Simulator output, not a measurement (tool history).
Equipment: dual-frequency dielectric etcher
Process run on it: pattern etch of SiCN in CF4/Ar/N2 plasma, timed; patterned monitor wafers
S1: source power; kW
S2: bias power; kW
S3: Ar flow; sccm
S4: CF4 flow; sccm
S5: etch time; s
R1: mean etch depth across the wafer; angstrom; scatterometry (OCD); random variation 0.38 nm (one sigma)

run,hour,S1,S2,S3,S4,S5,R1
1,0.0,0.370,0.066,120,62,140.5,939.75
2,3.5,0.370,0.066,120,70,140.5,957.28
3,11.0,0.350,0.066,120,70,140.5,897.54
4,19.0,0.330,0.066,120,70,140.5,848.89
5,27.0,0.330,0.066,120,81,140.5,870.42
6,28.9,0.320,0.066,120,81,140.5,845.52

Run 7 has not been measured yet. What should we expect?
7,33.6,0.310,0.066,120,81,140.5,?

R1: 805.73 angstrom

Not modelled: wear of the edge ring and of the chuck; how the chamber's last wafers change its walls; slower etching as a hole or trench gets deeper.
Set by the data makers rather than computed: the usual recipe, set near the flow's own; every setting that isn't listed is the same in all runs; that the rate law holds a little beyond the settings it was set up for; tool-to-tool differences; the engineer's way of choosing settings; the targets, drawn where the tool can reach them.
